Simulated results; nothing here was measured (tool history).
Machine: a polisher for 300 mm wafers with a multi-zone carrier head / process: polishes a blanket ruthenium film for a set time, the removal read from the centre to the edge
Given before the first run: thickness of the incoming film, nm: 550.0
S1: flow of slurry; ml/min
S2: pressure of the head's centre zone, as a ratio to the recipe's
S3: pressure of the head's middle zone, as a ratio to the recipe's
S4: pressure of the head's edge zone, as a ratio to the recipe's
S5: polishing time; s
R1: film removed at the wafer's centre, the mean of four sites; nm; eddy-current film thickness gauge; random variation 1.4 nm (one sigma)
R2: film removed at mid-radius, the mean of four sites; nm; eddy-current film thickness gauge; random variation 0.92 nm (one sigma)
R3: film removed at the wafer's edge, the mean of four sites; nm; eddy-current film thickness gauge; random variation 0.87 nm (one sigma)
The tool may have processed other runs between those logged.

run 1 hour=0.0 | S1=135 S2=1.00 S3=1.00 S4=1.00 S5=40 | R1=90.848 R2=88.912 R3=87.582
run 2 hour=3.5 | S1=135 S2=0.94 S3=1.00 S4=1.00 S5=40 | R1=85.443 R2=86.831 R3=87.422
run 3 hour=11.4 | S1=150 S2=0.98 S3=0.95 S4=1.06 S5=42 | R1=92.486 R2=90.178 R3=95.762
run 4 hour=13.9 | S1=150 S2=0.98 S3=0.98 S4=1.06 S5=42 | R1=92.364 R2=92.345 R3=95.640
run 5 hour=18.8 | S1=155 S2=1.04 S3=0.93 S4=1.10 S5=44 | R1=105.470 R2=93.203 R3=102.230
run 6 hour=23.8 | S1=155 S2=1.04 S3=0.93 S4=1.10 S5=51 | R1=118.200 R2=106.150 R3=119.240

Run 7 has not been measured yet. What should we expect?
run 7 hour=24.6 | S1=150 S2=1.06 S3=0.91 S4=1.11 S5=51 | R1=? R2=? R3=?

Run 7 produced R1 123.820 nm, R2 107.020 nm, R3 119.730 nm.
